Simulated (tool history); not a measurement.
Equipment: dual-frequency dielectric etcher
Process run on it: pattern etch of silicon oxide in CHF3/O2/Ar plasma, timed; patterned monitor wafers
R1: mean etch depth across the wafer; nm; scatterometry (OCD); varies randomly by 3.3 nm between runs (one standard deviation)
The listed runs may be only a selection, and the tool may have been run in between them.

run 1 hour=0 | source_power_(W)=520 bias_power_(W)=238 etch_time_(s)=428.5 | R1=918.21
run 2 hour=1.7 | source_power_(W)=540 bias_power_(W)=240 etch_time_(s)=428.5 | R1=936.93
run 3 hour=3.8 | source_power_(W)=590 bias_power_(W)=240 etch_time_(s)=428.5 | R1=969.83
run 4 hour=4.5 | source_power_(W)=590 bias_power_(W)=240 etch_time_(s)=428.5 | R1=970.13
run 5 hour=6.1 | source_power_(W)=600 bias_power_(W)=241 etch_time_(s)=428.5 | R1=977.58
run 6 hour=11.8 | source_power_(W)=610 bias_power_(W)=242 etch_time_(s)=428.5 | R1=984.48

Estimate the outcome of run 7 from the log above:
run 7 hour=17.5 | source_power_(W)=620 bias_power_(W)=243 etch_time_(s)=428.5 | R1=?

Run 7 produced R1 992.17 nm.
